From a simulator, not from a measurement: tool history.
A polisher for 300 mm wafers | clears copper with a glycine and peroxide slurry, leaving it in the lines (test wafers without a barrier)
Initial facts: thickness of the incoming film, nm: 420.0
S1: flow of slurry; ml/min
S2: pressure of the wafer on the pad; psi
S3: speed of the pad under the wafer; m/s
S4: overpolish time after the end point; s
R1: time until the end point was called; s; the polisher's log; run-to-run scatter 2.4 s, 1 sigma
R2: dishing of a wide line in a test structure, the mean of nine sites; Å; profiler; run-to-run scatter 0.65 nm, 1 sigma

run    day   S1   S2    S3  S4      R1      R2
  1      0  300  1.7  1.04  29  110.75  426.14
  2  0.321  300  1.7  1.04  18  110.87  332.76
  3  0.492  250  1.7  1.04  18  112.37  319.51
  4  0.521  265  1.5     1  25  123.92  376.31
  5  0.875  265  1.3  0.96  28   140.7  376.61
  6  1.175  270  1.2  0.94  31   150.4  373.23

Run 7 is up next; what results do you expect?
  7  1.371  270  1.2  0.92  35   ?   ?

R1: 152.12 s
R2: 402.3 Å
